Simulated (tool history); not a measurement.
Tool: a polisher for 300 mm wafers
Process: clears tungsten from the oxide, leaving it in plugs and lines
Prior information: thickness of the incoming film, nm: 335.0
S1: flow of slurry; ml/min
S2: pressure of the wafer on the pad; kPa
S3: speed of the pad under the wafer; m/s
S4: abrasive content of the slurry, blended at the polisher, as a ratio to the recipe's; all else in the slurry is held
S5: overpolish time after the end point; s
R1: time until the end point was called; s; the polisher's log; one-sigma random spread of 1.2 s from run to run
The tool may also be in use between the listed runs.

| run | hour | S1 | S2 | S3 | S4 | S5 | R1 |
|---|---|---|---|---|---|---|---|
| 1 | 0 | 155 | 20 | 1.26 | 1 | 5 | 58.791 |
| 2 | 0.6 | 155 | 20 | 1.42 | 1 | 5 | 53.545 |
| 3 | 5.4 | 155 | 20 | 1.16 | 1 | 5 | 65.816 |
| 4 | 10.9 | 150 | 17.9 | 1.16 | 1 | 5 | 72.882 |
| 5 | 17 | 145 | 16.5 | 1.16 | 1 | 5 | 76.837 |
| 6 | 22.5 | 145 | 19.3 | 1.16 | 1 | 5 | 69.316 |
| 7 | 29 | 135 | 13.8 | 1.12 | 1 | 5 | 99.38 |

Run 8 has not been measured yet. What should we expect?
| 8 | 32.9 | 130 | 13.8 | 1.12 | 1 | 5 | ? |

{"run 8": {"R1": 99.646}}
